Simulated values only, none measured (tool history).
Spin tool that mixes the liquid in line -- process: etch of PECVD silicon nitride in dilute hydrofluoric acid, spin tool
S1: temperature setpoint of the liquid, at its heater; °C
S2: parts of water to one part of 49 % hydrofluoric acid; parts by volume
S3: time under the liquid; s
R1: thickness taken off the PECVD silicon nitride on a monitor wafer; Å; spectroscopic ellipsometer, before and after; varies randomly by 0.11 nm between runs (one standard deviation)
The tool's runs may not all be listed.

run,hour,S1,S2,S3,R1
1,0,21,125,300,46.914
2,2.9,23,105,300,64.237
3,7,23,105,300,63.451
4,14,24.5,95,300,78.17
5,18.1,21.5,95,300,63.714
6,23.5,21.5,95,320,67.253

Run 7 has not been measured yet. What should we expect?
7,25.2,23.5,90,320,?

Run 7 yielded R1 82.122 Å.
